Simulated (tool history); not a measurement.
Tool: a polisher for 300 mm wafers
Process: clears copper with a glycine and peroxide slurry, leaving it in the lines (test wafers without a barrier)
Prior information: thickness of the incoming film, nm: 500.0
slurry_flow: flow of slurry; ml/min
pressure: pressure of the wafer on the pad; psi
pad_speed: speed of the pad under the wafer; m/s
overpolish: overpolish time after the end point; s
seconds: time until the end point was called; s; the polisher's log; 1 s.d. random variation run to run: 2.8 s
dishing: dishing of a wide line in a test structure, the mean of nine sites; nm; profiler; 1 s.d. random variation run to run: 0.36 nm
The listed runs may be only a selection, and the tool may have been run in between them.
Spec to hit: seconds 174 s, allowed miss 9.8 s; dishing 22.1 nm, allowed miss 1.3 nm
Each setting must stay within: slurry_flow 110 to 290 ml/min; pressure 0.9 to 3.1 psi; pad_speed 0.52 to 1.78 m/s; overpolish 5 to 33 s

{"run": 1, "hour": 0.0, "slurry_flow": 185, "pressure": 2, "pad_speed": 1.14, "overpolish": 17, "seconds": 106.87, "dishing": 53.29}
{"run": 2, "hour": 7.8, "slurry_flow": 185, "pressure": 1.9, "pad_speed": 1.1, "overpolish": 15, "seconds": 114.71, "dishing": 45.443}
{"run": 3, "hour": 15.2, "slurry_flow": 185, "pressure": 1.8, "pad_speed": 1.06, "overpolish": 14, "seconds": 126.48, "dishing": 41.167}
{"run": 4, "hour": 21.7, "slurry_flow": 185, "pressure": 1.7, "pad_speed": 1.06, "overpolish": 13, "seconds": 131.6, "dishing": 36.595}
{"run": 5, "hour": 28.9, "slurry_flow": 185, "pressure": 1.6, "pad_speed": 1.06, "overpolish": 12, "seconds": 133.32, "dishing": 32.187}
{"run": 6, "hour": 31.8, "slurry_flow": 185, "pressure": 2.1, "pad_speed": 1.06, "overpolish": 12, "seconds": 110.73, "dishing": 40.171}
{"run": 7, "hour": 39.6, "slurry_flow": 185, "pressure": 1.9, "pad_speed": 1.06, "overpolish": 11, "seconds": 121.23, "dishing": 33.802}
{"run": 8, "hour": 48.2, "slurry_flow": 185, "pressure": 1.8, "pad_speed": 1.06, "overpolish": 11, "seconds": 126.41, "dishing": 32.722}
{"run": 9, "hour": 56.6, "slurry_flow": 185, "pressure": 1.7, "pad_speed": 1.06, "overpolish": 11, "seconds": 128.06, "dishing": 31.573}

Below are 5 possible settings for the next run. Only one of them brings all results inside the allowed miss of their targets. Which is it?
{"run": "A", "hour": 65.0, "slurry_flow": 175, "pressure": 1.6, "pad_speed": 0.74, "overpolish": 10, "seconds": "?", "dishing": "?"}
{"run": "B", "hour": 65.0, "slurry_flow": 170, "pressure": 1.6, "pad_speed": 0.98, "overpolish": 16, "seconds": "?", "dishing": "?"}
{"run": "C", "hour": 65.0, "slurry_flow": 185, "pressure": 1.5, "pad_speed": 0.92, "overpolish": 18, "seconds": "?", "dishing": "?"}
{"run": "D", "hour": 65.0, "slurry_flow": 150, "pressure": 1.1, "pad_speed": 0.78, "overpolish": 11, "seconds": "?", "dishing": "?"}
{"run": "E", "hour": 65.0, "slurry_flow": 210, "pressure": 2.6, "pad_speed": 0.88, "overpolish": 11, "seconds": "?", "dishing": "?"}

move=A seconds=177.26 dishing=21.995
move=B seconds=146.17 dishing=40.016
move=C seconds=157.43 dishing=41.575
move=D seconds=215.84 dishing=19.893
move=E seconds=110.35 dishing=37.38
A: each result inside its tolerance
B: misses by more than the last run did
C: misses by more than the last run did
D: takes the result that was furthest off past its target
E: misses by more than the last run did
A meets every target.
